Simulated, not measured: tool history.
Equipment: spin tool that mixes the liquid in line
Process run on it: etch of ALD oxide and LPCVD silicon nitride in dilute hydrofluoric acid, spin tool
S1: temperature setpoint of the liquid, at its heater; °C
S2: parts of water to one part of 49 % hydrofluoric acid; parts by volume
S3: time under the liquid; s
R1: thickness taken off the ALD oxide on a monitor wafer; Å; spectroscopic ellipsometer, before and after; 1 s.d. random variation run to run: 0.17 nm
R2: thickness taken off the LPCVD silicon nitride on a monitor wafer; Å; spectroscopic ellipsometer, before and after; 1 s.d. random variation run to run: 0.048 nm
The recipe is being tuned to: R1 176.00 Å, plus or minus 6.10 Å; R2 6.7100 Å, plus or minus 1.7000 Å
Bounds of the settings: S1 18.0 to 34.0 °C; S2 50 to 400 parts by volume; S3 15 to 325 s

run 1 hour=0.0 | S1=26.0 S2=225 S3=165 | R1=101.67 R2=4.3971
run 2 hour=6.3 | S1=26.0 S2=225 S3=210 | R1=131.51 R2=5.3909
run 3 hour=7.1 | S1=27.0 S2=215 S3=210 | R1=143.64 R2=5.7656
run 4 hour=11.0 | S1=25.0 S2=215 S3=210 | R1=133.67 R2=4.4160
run 5 hour=19.9 | S1=25.0 S2=215 S3=155 | R1=96.10 R2=3.6253
run 6 hour=28.8 | S1=26.0 S2=190 S3=155 | R1=116.69 R2=4.4694
run 7 hour=32.5 | S1=26.0 S2=190 S3=155 | R1=116.11 R2=4.6560
run 8 hour=39.3 | S1=26.5 S2=170 S3=155 | R1=137.60 R2=5.8525
run 9 hour=46.9 | S1=26.5 S2=160 S3=155 | R1=148.11 R2=6.1015
run 10 hour=54.7 | S1=26.5 S2=150 S3=155 | R1=160.40 R2=6.5455
run 11 hour=57.0 | S1=26.5 S2=145 S3=155 | R1=168.15 R2=6.4795

Pick the move, out of 4, that brings all results within their allowed miss; only one does.
run A hour=59.3 | S1=31.5 S2=195 S3=175 | R1=? R2=?
run B hour=59.3 | S1=26.5 S2=140 S3=170 | R1=? R2=?
run C hour=59.3 | S1=26.5 S2=165 S3=175 | R1=? R2=?
run D hour=59.3 | S1=27.5 S2=120 S3=125 | R1=? R2=?

move=A R1=159.05 R2=7.0592
move=B R1=192.73 R2=7.0591
move=C R1=163.33 R2=6.1660
move=D R1=176.05 R2=6.4518
A: lands further from the targets than the last run did
B: the result that was furthest off in the last run now lies on the other side of its target
C: lands further from the targets than the last run did
D: meets every target
D is the move that brings every result within its allowed miss.
